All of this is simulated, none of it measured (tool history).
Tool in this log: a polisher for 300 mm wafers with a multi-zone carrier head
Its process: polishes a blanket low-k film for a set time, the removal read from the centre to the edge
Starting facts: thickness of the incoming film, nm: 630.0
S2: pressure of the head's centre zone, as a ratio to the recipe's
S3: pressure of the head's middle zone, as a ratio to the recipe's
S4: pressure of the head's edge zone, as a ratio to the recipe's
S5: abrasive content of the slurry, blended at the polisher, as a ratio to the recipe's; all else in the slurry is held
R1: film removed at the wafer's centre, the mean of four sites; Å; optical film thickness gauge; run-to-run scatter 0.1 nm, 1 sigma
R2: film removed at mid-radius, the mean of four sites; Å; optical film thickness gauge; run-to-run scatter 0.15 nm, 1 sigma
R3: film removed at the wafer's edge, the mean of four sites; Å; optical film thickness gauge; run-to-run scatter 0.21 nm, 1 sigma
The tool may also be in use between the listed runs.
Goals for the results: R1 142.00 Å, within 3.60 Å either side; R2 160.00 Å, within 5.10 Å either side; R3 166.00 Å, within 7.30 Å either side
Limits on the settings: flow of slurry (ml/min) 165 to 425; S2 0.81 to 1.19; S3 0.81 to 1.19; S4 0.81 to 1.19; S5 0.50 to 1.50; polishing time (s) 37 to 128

{"run": 1, "hour": 0.0, "flow of slurry (ml/min)": 275, "S2": 1.0, "S3": 1.0, "S4": 1.0, "S5": 1.0, "polishing time (s)": 82, "R1": 183.17, "R2": 181.22, "R3": 186.38}
{"run": 2, "hour": 3.2, "flow of slurry (ml/min)": 315, "S2": 1.0, "S3": 1.0, "S4": 1.0, "S5": 1.0, "polishing time (s)": 82, "R1": 185.77, "R2": 186.56, "R3": 187.03}
{"run": 3, "hour": 5.6, "flow of slurry (ml/min)": 300, "S2": 0.95, "S3": 0.98, "S4": 0.97, "S5": 0.95, "polishing time (s)": 82, "R1": 171.06, "R2": 173.5, "R3": 180.81}
{"run": 4, "hour": 7.9, "flow of slurry (ml/min)": 300, "S2": 0.95, "S3": 0.98, "S4": 0.97, "S5": 1.1, "polishing time (s)": 82, "R1": 187.98, "R2": 190.65, "R3": 191.59}
{"run": 5, "hour": 10.4, "flow of slurry (ml/min)": 300, "S2": 0.95, "S3": 0.98, "S4": 0.97, "S5": 1.1, "polishing time (s)": 71, "R1": 161.08, "R2": 165.76, "R3": 164.77}
{"run": 6, "hour": 13.1, "flow of slurry (ml/min)": 280, "S2": 0.92, "S3": 0.98, "S4": 0.98, "S5": 1.1, "polishing time (s)": 71, "R1": 155.03, "R2": 162.83, "R3": 168.18}
{"run": 7, "hour": 20.6, "flow of slurry (ml/min)": 270, "S2": 0.9, "S3": 0.99, "S4": 0.97, "S5": 1.1, "polishing time (s)": 71, "R1": 150.11, "R2": 163.45, "R3": 166.34}
{"run": 8, "hour": 22.1, "flow of slurry (ml/min)": 260, "S2": 0.89, "S3": 0.99, "S4": 0.97, "S5": 1.1, "polishing time (s)": 71, "R1": 149.41, "R2": 164.73, "R3": 165.96}
{"run": 9, "hour": 26.7, "flow of slurry (ml/min)": 260, "S2": 0.89, "S3": 0.99, "S4": 0.97, "S5": 1.1, "polishing time (s)": 71, "R1": 146.16, "R2": 164.93, "R3": 168.73}
{"run": 10, "hour": 35.7, "flow of slurry (ml/min)": 255, "S2": 0.89, "S3": 0.99, "S4": 0.96, "S5": 1.1, "polishing time (s)": 71, "R1": 148.95, "R2": 164.14, "R3": 166.21}
{"run": 11, "hour": 43.9, "flow of slurry (ml/min)": 250, "S2": 0.88, "S3": 0.99, "S4": 0.96, "S5": 1.1, "polishing time (s)": 71, "R1": 145.13, "R2": 164.5, "R3": 165.24}
{"run": 12, "hour": 50.6, "flow of slurry (ml/min)": 245, "S2": 0.88, "S3": 0.98, "S4": 0.96, "S5": 1.1, "polishing time (s)": 71, "R1": 146.47, "R2": 162.45, "R3": 163.75}

Below are 4 possible settings for the next run. Only one of them brings all results inside the allowed miss of their targets. Which is it?
{"run": "A", "hour": 57.3, "flow of slurry (ml/min)": 265, "S2": 0.88, "S3": 0.9, "S4": 1.01, "S5": 1.05, "polishing time (s)": 75, "R1": "?", "R2": "?", "R3": "?"}
{"run": "B", "hour": 57.3, "flow of slurry (ml/min)": 360, "S2": 0.93, "S3": 1.0, "S4": 0.95, "S5": 1.15, "polishing time (s)": 67, "R1": "?", "R2": "?", "R3": "?"}
{"run": "C", "hour": 57.3, "flow of slurry (ml/min)": 260, "S2": 0.87, "S3": 0.92, "S4": 0.85, "S5": 1.5, "polishing time (s)": 66, "R1": "?", "R2": "?", "R3": "?"}
{"run": "D", "hour": 57.3, "flow of slurry (ml/min)": 165, "S2": 0.84, "S3": 0.94, "S4": 0.93, "S5": 1.45, "polishing time (s)": 66, "R1": "?", "R2": "?", "R3": "?"}

move=A R1=151.59 R2=159.00 R3=174.90
move=B R1=153.44 R2=164.75 R3=161.11
move=C R1=154.29 R2=166.57 R3=166.21
move=D R1=141.22 R2=161.27 R3=166.33
A: lands further from the targets than the last run did
B: lands further from the targets than the last run did
C: lands further from the targets than the last run did
D: each result inside its tolerance
Correct choice: D, which meets every target
